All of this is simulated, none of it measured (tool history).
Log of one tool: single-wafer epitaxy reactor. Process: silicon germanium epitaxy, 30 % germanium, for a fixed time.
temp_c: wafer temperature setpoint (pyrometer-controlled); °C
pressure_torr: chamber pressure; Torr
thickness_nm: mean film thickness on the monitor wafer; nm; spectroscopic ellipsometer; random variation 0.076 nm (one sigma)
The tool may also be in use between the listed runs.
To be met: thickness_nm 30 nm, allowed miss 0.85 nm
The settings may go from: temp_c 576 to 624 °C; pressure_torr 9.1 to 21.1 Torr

run	day	temp_c	pressure_torr	thickness_nm
1	0	600	15.1	47.345
2	0.188	593	14.7	40.492
3	0.325	588	14.6	36.295
4	0.479	585	14.5	33.96
5	0.658	590	14.5	37.822
6	0.925	586	14.5	34.66
7	1.133	584	14.4	33.132
8	1.333	583	14.4	32.531
9	1.404	578	14.3	29.071
10	1.45	578	14.3	28.889

4 next moves are on the table. One of them brings every result within its allowed miss. Which?
A	1.496	576	14.5	?
B	1.496	583	14	?
C	1.496	578	15.8	?
D	1.496	580	11	?

move	thickness_nm
A	27.823
B	32.112
C	29.851
D	28.051
A: further off than the last run
B: takes the result that was furthest off past its target
C: meets every target
D: further off than the last run
Answer: C
